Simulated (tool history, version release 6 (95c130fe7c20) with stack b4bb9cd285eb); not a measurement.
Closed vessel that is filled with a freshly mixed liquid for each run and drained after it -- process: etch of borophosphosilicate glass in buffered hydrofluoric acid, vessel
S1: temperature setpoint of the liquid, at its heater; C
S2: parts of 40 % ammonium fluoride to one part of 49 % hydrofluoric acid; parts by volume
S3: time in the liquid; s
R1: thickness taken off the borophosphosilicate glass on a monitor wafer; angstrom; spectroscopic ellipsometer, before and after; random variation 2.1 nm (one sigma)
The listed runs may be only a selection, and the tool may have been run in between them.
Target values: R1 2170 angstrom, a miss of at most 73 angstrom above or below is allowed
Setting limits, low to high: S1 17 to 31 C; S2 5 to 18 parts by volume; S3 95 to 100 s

| run | hour | S1 | S2 | S3 | R1 |
|---|---|---|---|---|---|
| 1 | 0 | 23 | 11 | 95 | 1609.7 |
| 2 | 1.1 | 19.5 | 11 | 95 | 1329.7 |
| 3 | 4.4 | 22.5 | 11 | 95 | 1547.3 |
| 4 | 12.3 | 24.5 | 11 | 95 | 1753.1 |
| 5 | 15.1 | 25.5 | 11 | 95 | 1834.2 |
| 6 | 17.7 | 25.5 | 14 | 95 | 1448 |
| 7 | 21.5 | 27 | 13.5 | 95 | 1617.6 |
| 8 | 30.9 | 28.5 | 13 | 95 | 1833 |
| 9 | 32.2 | 29.5 | 13 | 95 | 1940.8 |
| 10 | 40.1 | 30 | 13 | 95 | 1971.6 |
| 11 | 44.1 | 30.5 | 13 | 95 | 2024.3 |

Pick the move, out of 5, that brings all results within their allowed miss; only one does.
| A | 48.1 | 31 | 12.5 | 100 | ? |
| B | 48.1 | 30 | 14 | 100 | ? |
| C | 48.1 | 27.5 | 13 | 100 | ? |
| D | 48.1 | 29.5 | 12 | 100 | ? |
| E | 48.1 | 30.5 | 11.5 | 100 | ? |

| move | R1 |
|---|---|
| A | 2295 |
| B | 1949.4 |
| C | 1838.9 |
| D | 2209.6 |
| E | 2426.8 |
A: takes the result that was furthest off past its target
B: lands further from the targets than the last run did
C: lands further from the targets than the last run did
D: all results land within tolerance of their targets
E: takes the result that was furthest off past its target
Correct choice: D, which meets every target

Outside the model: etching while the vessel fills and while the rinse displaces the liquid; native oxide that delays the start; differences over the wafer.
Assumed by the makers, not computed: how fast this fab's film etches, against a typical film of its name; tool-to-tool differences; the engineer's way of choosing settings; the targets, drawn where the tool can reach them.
